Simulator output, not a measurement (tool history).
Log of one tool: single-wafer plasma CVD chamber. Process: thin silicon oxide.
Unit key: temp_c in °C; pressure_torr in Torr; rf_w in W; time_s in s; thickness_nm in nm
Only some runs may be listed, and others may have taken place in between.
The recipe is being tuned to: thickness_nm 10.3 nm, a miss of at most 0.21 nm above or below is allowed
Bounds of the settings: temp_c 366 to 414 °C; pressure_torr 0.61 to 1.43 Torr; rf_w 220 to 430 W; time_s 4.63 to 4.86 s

run 1 hour=0 | temp_c=390 pressure_torr=1.02 rf_w=325 time_s=4.86 | thickness_nm=11.475
run 2 hour=3.4 | temp_c=390 pressure_torr=1.02 rf_w=365 time_s=4.86 | thickness_nm=12.11
run 3 hour=9.5 | temp_c=390 pressure_torr=1.02 rf_w=405 time_s=4.86 | thickness_nm=12.694
run 4 hour=14.6 | temp_c=390 pressure_torr=0.96 rf_w=405 time_s=4.86 | thickness_nm=12.237
run 5 hour=15.6 | temp_c=390 pressure_torr=0.91 rf_w=405 time_s=4.86 | thickness_nm=11.715
run 6 hour=21.6 | temp_c=390 pressure_torr=0.88 rf_w=405 time_s=4.86 | thickness_nm=11.461
run 7 hour=28.9 | temp_c=390 pressure_torr=0.71 rf_w=400 time_s=4.85 | thickness_nm=9.5614
run 8 hour=31.1 | temp_c=390 pressure_torr=0.73 rf_w=400 time_s=4.85 | thickness_nm=9.8525
run 9 hour=38.4 | temp_c=390 pressure_torr=0.74 rf_w=400 time_s=4.85 | thickness_nm=9.9342
run 10 hour=43.1 | temp_c=390 pressure_torr=0.75 rf_w=400 time_s=4.85 | thickness_nm=10.085

4 candidate next runs follow, results not yet known. Just one meets every target within its allowed miss. Identify it.
run A hour=47.8 | temp_c=386 pressure_torr=0.8 rf_w=425 time_s=4.86 | thickness_nm=?
run B hour=47.8 | temp_c=402 pressure_torr=0.81 rf_w=380 time_s=4.82 | thickness_nm=?
run C hour=47.8 | temp_c=392 pressure_torr=0.87 rf_w=385 time_s=4.79 | thickness_nm=?
run D hour=47.8 | temp_c=392 pressure_torr=0.75 rf_w=410 time_s=4.63 | thickness_nm=?

move=A thickness_nm=10.896
move=B thickness_nm=10.281
move=C thickness_nm=10.914
move=D thickness_nm=9.6597
A: moves the result that the last run missed by most past its target, out the other side
B: meets every target
C: moves the result that the last run missed by most past its target, out the other side
D: lands further from the targets than the last run did
The right move is B.
